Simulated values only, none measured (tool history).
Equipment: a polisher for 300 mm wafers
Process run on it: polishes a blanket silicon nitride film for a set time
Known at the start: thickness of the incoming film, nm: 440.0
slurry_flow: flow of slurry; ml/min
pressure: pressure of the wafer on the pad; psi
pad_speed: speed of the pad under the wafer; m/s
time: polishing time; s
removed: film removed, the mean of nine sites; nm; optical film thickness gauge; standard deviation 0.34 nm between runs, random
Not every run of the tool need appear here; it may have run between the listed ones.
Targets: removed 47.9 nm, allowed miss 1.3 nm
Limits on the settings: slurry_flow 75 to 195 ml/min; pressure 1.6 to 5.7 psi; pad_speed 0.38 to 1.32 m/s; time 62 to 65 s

run,hour,slurry_flow,pressure,pad_speed,time,removed
1,0,125,3.6,0.84,62,110.57
2,7.7,120,3.3,0.82,62,100.39
3,14.2,120,3.3,0.82,65,104.12
4,19.1,115,3.1,0.78,65,94.715
5,27.2,115,2.7,0.78,65,82.735
6,27.7,115,3.4,0.78,65,102.74
7,35.2,110,3.2,0.76,65,94.939
# hour 36.5: head pressure recalibrated
8,36.5,110,3,0.74,65,77.238
9,38.9,85,2,0.74,65,51.569

Which of these 4 next moves meets every target?
A,41.3,90,1.9,0.76,62,?
B,41.3,80,2.2,0.74,65,?
C,41.3,85,2.4,0.68,62,?
D,41.3,110,2.3,0.7,65,?

move,removed
A,47.507
B,54.972
C,53.771
D,57.686
A: all results land within tolerance of their targets
B: its largest miss is bigger than the last run's
C: its largest miss is bigger than the last run's
D: its largest miss is bigger than the last run's
Move A is the one to make.
